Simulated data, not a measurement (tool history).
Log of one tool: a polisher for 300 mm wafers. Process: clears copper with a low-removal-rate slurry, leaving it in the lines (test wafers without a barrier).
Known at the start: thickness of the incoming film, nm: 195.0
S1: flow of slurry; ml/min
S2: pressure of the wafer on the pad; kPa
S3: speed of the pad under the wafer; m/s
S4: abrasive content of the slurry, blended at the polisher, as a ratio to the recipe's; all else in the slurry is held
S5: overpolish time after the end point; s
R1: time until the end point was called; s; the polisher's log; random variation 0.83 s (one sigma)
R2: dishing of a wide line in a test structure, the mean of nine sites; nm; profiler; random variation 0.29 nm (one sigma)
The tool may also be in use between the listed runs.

run 1 day=0.000 | S1=245 S2=13.8 S3=1.04 S4=1.00 S5=22 | R1=95.136 R2=33.594
run 2 day=0.283 | S1=245 S2=11.0 S3=1.04 S4=1.00 S5=22 | R1=117.530 R2=27.291
run 3 day=0.575 | S1=245 S2=11.0 S3=1.04 S4=1.00 S5=17 | R1=113.340 R2=21.698
run 4 day=0.921 | S1=290 S2=11.0 S3=1.04 S4=1.00 S5=17 | R1=113.690 R2=22.284
run 5 day=1.225 | S1=290 S2=11.0 S3=1.24 S4=1.00 S5=17 | R1=96.654 R2=25.692
run 6 day=1.571 | S1=290 S2=11.0 S3=1.24 S4=1.20 S5=17 | R1=93.724 R2=25.969
run 7 day=1.871 | S1=250 S2=11.0 S3=1.34 S4=1.30 S5=14 | R1=87.695 R2=24.107
run 8 day=1.967 | S1=285 S2=10.3 S3=1.42 S4=1.35 S5=12 | R1=85.991 R2=20.692
run 9 day=2.296 | S1=310 S2=10.3 S3=1.48 S4=1.40 S5=11 | R1=82.942 R2=19.993
run 10 day=2.467 | S1=330 S2=11.0 S3=1.52 S4=1.45 S5=10 | R1=72.705 R2=20.341
run 11 day=2.838 | S1=345 S2=11.0 S3=1.54 S4=1.45 S5=9 | R1=72.992 R2=18.162
run 12 day=3.062 | S1=355 S2=11.0 S3=1.56 S4=1.45 S5=8 | R1=71.308 R2=16.842
run 13 day=3.267 | S1=360 S2=11.7 S3=1.56 S4=1.45 S5=8 | R1=69.191 R2=17.623

Run 14 comes next. What will it give?
run 14 day=3.421 | S1=365 S2=11.7 S3=1.58 S4=1.45 S5=8 | R1=? R2=?

Run 14 gave R1 69.022 s, R2 17.120 nm.

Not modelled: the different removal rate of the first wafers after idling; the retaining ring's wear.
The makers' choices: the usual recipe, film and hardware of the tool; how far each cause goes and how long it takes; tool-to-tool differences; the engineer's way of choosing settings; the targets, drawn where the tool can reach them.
